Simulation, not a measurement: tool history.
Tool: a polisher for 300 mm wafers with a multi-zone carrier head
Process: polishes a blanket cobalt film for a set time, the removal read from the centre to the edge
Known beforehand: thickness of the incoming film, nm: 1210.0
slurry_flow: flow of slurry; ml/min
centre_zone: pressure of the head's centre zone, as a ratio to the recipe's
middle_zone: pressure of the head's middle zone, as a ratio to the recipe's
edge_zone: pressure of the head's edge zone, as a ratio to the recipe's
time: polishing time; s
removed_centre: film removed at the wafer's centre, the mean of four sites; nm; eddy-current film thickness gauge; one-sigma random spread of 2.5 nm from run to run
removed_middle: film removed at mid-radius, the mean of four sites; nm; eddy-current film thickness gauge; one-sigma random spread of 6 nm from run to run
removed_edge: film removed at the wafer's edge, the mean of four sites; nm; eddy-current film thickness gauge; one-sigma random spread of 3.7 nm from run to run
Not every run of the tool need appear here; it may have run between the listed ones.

run 1 hour=0 | slurry_flow=150 centre_zone=1 middle_zone=1 edge_zone=1 time=84 | removed_centre=278.06 removed_middle=283.32 removed_edge=281.44
run 2 hour=4.3 | slurry_flow=160 centre_zone=1 middle_zone=1.04 edge_zone=1.03 time=87 | removed_centre=291.47 removed_middle=303.69 removed_edge=303.86
run 3 hour=11.1 | slurry_flow=170 centre_zone=0.99 middle_zone=1.08 edge_zone=1.02 time=90 | removed_centre=298.34 removed_middle=325.41 removed_edge=309.8
run 4 hour=17.1 | slurry_flow=140 centre_zone=0.99 middle_zone=1.08 edge_zone=1.02 time=90 | removed_centre=290.8 removed_middle=308.44 removed_edge=308.01
run 5 hour=25 | slurry_flow=140 centre_zone=0.96 middle_zone=1.08 edge_zone=1.02 time=90 | removed_centre=282.31 removed_middle=315.18 removed_edge=303.61
run 6 hour=30.8 | slurry_flow=140 centre_zone=1.04 middle_zone=1.08 edge_zone=1.02 time=90 | removed_centre=300.68 removed_middle=314.19 removed_edge=313.29
run 7 hour=34.6 | slurry_flow=140 centre_zone=1.04 middle_zone=1.08 edge_zone=1.02 time=90 | removed_centre=303.07 removed_middle=313.47 removed_edge=307.52
run 8 hour=35.4 | slurry_flow=155 centre_zone=1.02 middle_zone=1.11 edge_zone=1.03 time=93 | removed_centre=310.75 removed_middle=340.96 removed_edge=327.52
run 9 hour=42 | slurry_flow=170 centre_zone=1.02 middle_zone=1.13 edge_zone=1.04 time=94 | removed_centre=320.24 removed_middle=347.1 removed_edge=327.51
run 10 hour=46.1 | slurry_flow=175 centre_zone=1 middle_zone=1.14 edge_zone=1.04 time=97 | removed_centre=323.45 removed_middle=375.8 removed_edge=336.09
run 11 hour=48.5 | slurry_flow=180 centre_zone=1 middle_zone=1.15 edge_zone=1.06 time=98 | removed_centre=332.23 removed_middle=365.18 removed_edge=346.96

Forecast run 12:
run 12 hour=57.3 | slurry_flow=180 centre_zone=0.99 middle_zone=1.16 edge_zone=1.06 time=100 | removed_centre=? removed_middle=? removed_edge=?

removed_centre: 337.09 nm
removed_middle: 386.57 nm
removed_edge: 352.79 nm

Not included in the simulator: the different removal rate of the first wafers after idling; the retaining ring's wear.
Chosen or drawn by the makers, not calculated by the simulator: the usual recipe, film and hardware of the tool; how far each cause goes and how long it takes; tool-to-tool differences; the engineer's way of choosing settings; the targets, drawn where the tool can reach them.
